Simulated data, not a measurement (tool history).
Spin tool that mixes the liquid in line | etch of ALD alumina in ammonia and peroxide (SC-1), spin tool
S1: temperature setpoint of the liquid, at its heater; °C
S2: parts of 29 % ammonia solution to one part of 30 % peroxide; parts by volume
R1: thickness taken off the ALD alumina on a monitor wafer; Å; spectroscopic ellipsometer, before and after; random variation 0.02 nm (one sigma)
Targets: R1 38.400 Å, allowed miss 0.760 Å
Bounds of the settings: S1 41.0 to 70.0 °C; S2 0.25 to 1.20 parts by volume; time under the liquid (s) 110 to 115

Run 1, hour 0.0: S1 57.0 °C, S2 0.95 parts by volume, time under the liquid (s) 110. Result: R1 80.622 Å.
Run 2, hour 4.9: S1 57.0 °C, S2 1.15 parts by volume, time under the liquid (s) 110. Result: R1 81.213 Å.
Run 3, hour 7.0: S1 57.0 °C, S2 1.15 parts by volume, time under the liquid (s) 115. Result: R1 85.267 Å.
Run 4, hour 13.8: S1 57.0 °C, S2 1.00 parts by volume, time under the liquid (s) 115. Result: R1 84.187 Å.
At hour 21.9: thermometer replaced.
Run 5, hour 21.9: S1 54.5 °C, S2 1.00 parts by volume, time under the liquid (s) 115. Result: R1 68.316 Å.
Run 6, hour 29.0: S1 54.5 °C, S2 1.20 parts by volume, time under the liquid (s) 115. Result: R1 69.468 Å.
Run 7, hour 32.8: S1 53.5 °C, S2 1.20 parts by volume, time under the liquid (s) 115. Result: R1 65.615 Å.
Run 8, hour 37.7: S1 53.5 °C, S2 1.20 parts by volume, time under the liquid (s) 115. Result: R1 65.459 Å.
Run 9, hour 43.6: S1 45.5 °C, S2 1.15 parts by volume, time under the liquid (s) 115. Result: R1 42.358 Å.
Run 10, hour 47.4: S1 45.0 °C, S2 1.15 parts by volume, time under the liquid (s) 115. Result: R1 41.022 Å.
Run 11, hour 52.7: S1 44.5 °C, S2 1.15 parts by volume, time under the liquid (s) 115. Result: R1 39.790 Å.

Which of these 4 next moves meets every target?
Run A, hour 58.0: S1 44.5 °C, S2 1.20 parts by volume, time under the liquid (s) 115. Result: R1 ?.
Run B, hour 58.0: S1 45.5 °C, S2 1.05 parts by volume, time under the liquid (s) 110. Result: R1 ?.
Run C, hour 58.0: S1 44.5 °C, S2 0.75 parts by volume, time under the liquid (s) 115. Result: R1 ?.
Run D, hour 58.0: S1 47.0 °C, S2 0.55 parts by volume, time under the liquid (s) 110. Result: R1 ?.

move      R1
   A  40.101
   B  40.089
   C  38.344
   D  41.027
A: further off than the last run
B: further off than the last run
C: meets every target
D: further off than the last run
Answer: C

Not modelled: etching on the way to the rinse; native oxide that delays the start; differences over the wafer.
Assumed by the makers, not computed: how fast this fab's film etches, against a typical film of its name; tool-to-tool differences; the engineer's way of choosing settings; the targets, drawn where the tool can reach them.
